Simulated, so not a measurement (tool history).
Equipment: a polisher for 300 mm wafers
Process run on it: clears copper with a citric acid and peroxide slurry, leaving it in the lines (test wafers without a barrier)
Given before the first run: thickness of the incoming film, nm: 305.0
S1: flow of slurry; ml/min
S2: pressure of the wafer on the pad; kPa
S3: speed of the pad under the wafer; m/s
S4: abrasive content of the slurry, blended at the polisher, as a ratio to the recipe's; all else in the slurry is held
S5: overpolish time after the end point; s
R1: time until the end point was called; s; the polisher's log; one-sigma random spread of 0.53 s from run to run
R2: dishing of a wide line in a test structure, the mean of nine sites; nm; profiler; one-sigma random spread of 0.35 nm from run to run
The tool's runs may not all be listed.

run  hour   S1    S2    S3    S4  S5       R1      R2
  1   0.0  220  22.1  1.18  1.00   9  111.730  14.425
  2   5.6  240  22.1  1.18  1.00   9  111.910  14.907
  3  13.6  240  25.5  1.20  1.00   8   95.799  15.695
  4  21.8  240  28.3  1.22  1.00   7   84.421  14.426
  5  24.6  240  28.3  1.22  1.15   7   82.555  15.535
  6  28.4  240  28.3  1.22  1.25   7   80.480  15.365
  7  30.5  240  29.6  1.22  1.25   7   77.300  16.361

Estimate the outcome of run 8 from the log above:
  8  37.6  240  31.0  1.22  1.25   7   ?   ?

Run 8 measured R1 74.017 s, R2 16.898 nm.
